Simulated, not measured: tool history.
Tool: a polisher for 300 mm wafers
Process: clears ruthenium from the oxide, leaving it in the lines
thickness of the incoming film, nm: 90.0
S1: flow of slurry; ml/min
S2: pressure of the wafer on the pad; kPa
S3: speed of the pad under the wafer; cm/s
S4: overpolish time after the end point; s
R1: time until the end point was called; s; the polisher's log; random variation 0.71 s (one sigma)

run,hour,S1,S2,S3,S4,R1
1,0,305,16.5,88,13,87.964
2,6,305,13.8,88,13,96.126
3,14.8,305,17.2,90,13,84.088
4,18.8,305,14.5,90,13,92.357
5,23.6,305,17.2,92,13,83.992
6,24.9,250,17.2,92,13,83.906
7,27.9,250,19.3,94,13,75.912
8,32.1,250,20.7,94,13,72.797

The next listed run, before its measurement:
9,36.9,250,22.1,94,13,?

{"run 9": {"R1": 71.032}}

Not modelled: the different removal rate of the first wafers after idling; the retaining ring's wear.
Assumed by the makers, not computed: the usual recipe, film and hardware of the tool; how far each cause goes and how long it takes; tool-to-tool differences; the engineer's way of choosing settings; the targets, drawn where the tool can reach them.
